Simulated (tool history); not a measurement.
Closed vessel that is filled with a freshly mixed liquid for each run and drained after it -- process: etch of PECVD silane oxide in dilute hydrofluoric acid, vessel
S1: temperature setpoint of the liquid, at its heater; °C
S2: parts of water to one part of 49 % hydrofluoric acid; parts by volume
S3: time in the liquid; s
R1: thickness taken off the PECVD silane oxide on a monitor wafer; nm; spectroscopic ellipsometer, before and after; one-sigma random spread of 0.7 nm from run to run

run    day    S1   S2   S3      R1
  1      0    22  205  280  34.594
  2  0.283  23.5  185  280   41.56
  3  0.371  26.5  185  280   45.95
  4  0.688  26.5  185  300  49.466
  5  0.721    27  170  300  56.253
  6  0.967  27.5  160  300  62.067
  7  1.271    28  150  300  68.296
  8  1.471  28.5  145  300  72.802
  9    1.8  28.5  140  300  75.573

Expected results for the next run?
 10  1.879  28.5  140  300   ?

Run 10 produced R1 75.416 nm.
